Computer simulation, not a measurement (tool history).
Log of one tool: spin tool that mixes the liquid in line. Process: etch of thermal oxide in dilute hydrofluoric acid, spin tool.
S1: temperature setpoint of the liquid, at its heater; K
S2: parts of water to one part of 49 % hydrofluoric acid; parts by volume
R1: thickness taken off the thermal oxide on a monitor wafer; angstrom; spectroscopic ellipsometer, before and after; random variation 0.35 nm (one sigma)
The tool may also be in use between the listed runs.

{"run": 1, "hour": 0.0, "S1": 299.15, "S2": 110, "time under the liquid (s)": 305, "R1": 153.34}
{"run": 2, "hour": 3.6, "S1": 299.15, "S2": 110, "time under the liquid (s)": 305, "R1": 151.18}
{"run": 3, "hour": 7.2, "S1": 296.15, "S2": 110, "time under the liquid (s)": 305, "R1": 134.16}
{"run": 4, "hour": 15.8, "S1": 299.65, "S2": 90, "time under the liquid (s)": 305, "R1": 194.63}
{"run": 5, "hour": 22.4, "S1": 297.15, "S2": 90, "time under the liquid (s)": 305, "R1": 179.42}
{"run": 6, "hour": 24.8, "S1": 300.15, "S2": 75, "time under the liquid (s)": 305, "R1": 240.64}
{"run": 7, "hour": 28.9, "S1": 302.15, "S2": 65, "time under the liquid (s)": 305, "R1": 306.24}
{"run": 8, "hour": 37.5, "S1": 303.65, "S2": 65, "time under the liquid (s)": 305, "R1": 327.12}
{"run": 9, "hour": 39.2, "S1": 304.65, "S2": 65, "time under the liquid (s)": 305, "R1": 340.15}
{"run": 10, "hour": 40.5, "S1": 305.65, "S2": 60, "time under the liquid (s)": 305, "R1": 381.76}

Forecast run 11:
{"run": 11, "hour": 47.7, "S1": 306.15, "S2": 60, "time under the liquid (s)": 305, "R1": "?"}

{"run 11": {"R1": 385.52}}
